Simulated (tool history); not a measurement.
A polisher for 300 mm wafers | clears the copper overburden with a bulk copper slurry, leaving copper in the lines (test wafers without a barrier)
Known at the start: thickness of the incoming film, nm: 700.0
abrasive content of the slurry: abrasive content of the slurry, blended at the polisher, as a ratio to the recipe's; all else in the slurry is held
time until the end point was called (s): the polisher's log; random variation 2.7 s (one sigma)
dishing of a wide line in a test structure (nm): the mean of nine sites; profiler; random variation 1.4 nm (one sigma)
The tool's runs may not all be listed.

| run | hour | flow of slurry (ml/min) | pressure of the wafer on the pad (kPa) | speed of the pad under the wafer (m/s) | abrasive content of the slurry | overpolish time after the end point (s) | time until the end point was called (s) | dishing of a wide line in a test structure (nm) |
|---|---|---|---|---|---|---|---|---|
| 1 | 0.0 | 170 | 13.8 | 0.88 | 1.0 | 17 | 112.890 | 52.353 |
| 2 | 1.5 | 170 | 17.2 | 0.88 | 1.0 | 17 | 92.627 | 63.499 |
| 3 | 6.4 | 170 | 15.2 | 0.84 | 1.0 | 20 | 110.670 | 62.244 |
| 4 | 13.4 | 170 | 15.2 | 0.84 | 1.0 | 26 | 114.080 | 72.035 |
| 5 | 18.0 | 170 | 15.2 | 0.84 | 1.0 | 31 | 111.260 | 75.929 |
| 6 | 26.1 | 170 | 13.8 | 0.82 | 1.0 | 31 | 122.910 | 68.174 |

Forecast run 7:
| 7 | 30.0 | 170 | 13.1 | 0.78 | 1.0 | 32 | ? | ? |

{"run 7": {"time until the end point was called (s)": 138.88, "dishing of a wide line in a test structure (nm)": 69.624}}

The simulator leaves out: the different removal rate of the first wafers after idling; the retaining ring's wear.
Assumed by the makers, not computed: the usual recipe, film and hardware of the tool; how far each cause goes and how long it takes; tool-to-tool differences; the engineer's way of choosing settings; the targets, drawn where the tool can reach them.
